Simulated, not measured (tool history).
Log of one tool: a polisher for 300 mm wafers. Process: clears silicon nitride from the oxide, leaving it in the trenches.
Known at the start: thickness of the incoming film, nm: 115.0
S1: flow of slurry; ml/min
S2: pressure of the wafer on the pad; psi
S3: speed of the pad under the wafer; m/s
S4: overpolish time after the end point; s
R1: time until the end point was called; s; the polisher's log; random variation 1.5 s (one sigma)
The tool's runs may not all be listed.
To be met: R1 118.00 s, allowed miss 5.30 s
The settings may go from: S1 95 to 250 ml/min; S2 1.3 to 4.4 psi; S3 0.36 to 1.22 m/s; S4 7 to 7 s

Run 1, hour 0.0: S1 160 ml/min, S2 2.8 psi, S3 0.78 m/s, S4 7 s. Result: R1 155.61 s.
Run 2, hour 3.4: S1 160 ml/min, S2 2.2 psi, S3 0.78 m/s, S4 7 s. Result: R1 189.90 s.
Run 3, hour 5.5: S1 160 ml/min, S2 2.8 psi, S3 0.78 m/s, S4 7 s. Result: R1 157.99 s.
Run 4, hour 13.2: S1 160 ml/min, S2 2.8 psi, S3 0.78 m/s, S4 7 s. Result: R1 158.30 s.
Run 5, hour 19.4: S1 160 ml/min, S2 2.8 psi, S3 0.78 m/s, S4 7 s. Result: R1 157.04 s.
Run 6, hour 24.6: S1 160 ml/min, S2 3.0 psi, S3 0.78 m/s, S4 7 s. Result: R1 152.63 s.
Run 7, hour 26.2: S1 160 ml/min, S2 3.2 psi, S3 0.78 m/s, S4 7 s. Result: R1 141.47 s.
Run 8, hour 33.0: S1 160 ml/min, S2 3.3 psi, S3 0.78 m/s, S4 7 s. Result: R1 137.88 s.
Run 9, hour 39.0: S1 160 ml/min, S2 3.4 psi, S3 0.78 m/s, S4 7 s. Result: R1 136.47 s.
Run 10, hour 44.2: S1 160 ml/min, S2 3.5 psi, S3 0.78 m/s, S4 7 s. Result: R1 130.49 s.
Run 11, hour 45.2: S1 160 ml/min, S2 3.6 psi, S3 0.78 m/s, S4 7 s. Result: R1 129.74 s.
Run 12, hour 46.8: S1 160 ml/min, S2 3.7 psi, S3 0.78 m/s, S4 7 s. Result: R1 125.37 s.
Run 13, hour 55.2: S1 160 ml/min, S2 3.7 psi, S3 0.78 m/s, S4 7 s. Result: R1 126.11 s.

4 next moves are on the table. One of them brings every result within its allowed miss. Which?
Run A, hour 63.6: S1 155 ml/min, S2 3.6 psi, S3 0.78 m/s, S4 7 s. Result: R1 ?.
Run B, hour 63.6: S1 135 ml/min, S2 3.9 psi, S3 0.66 m/s, S4 7 s. Result: R1 ?.
Run C, hour 63.6: S1 150 ml/min, S2 3.9 psi, S3 0.80 m/s, S4 7 s. Result: R1 ?.
Run D, hour 63.6: S1 205 ml/min, S2 4.1 psi, S3 0.58 m/s, S4 7 s. Result: R1 ?.

move      R1
   A  131.39
   B  145.38
   C  121.18
   D  144.05
A: further off than the last run
B: further off than the last run
C: meets every target
D: further off than the last run
The right move is C.
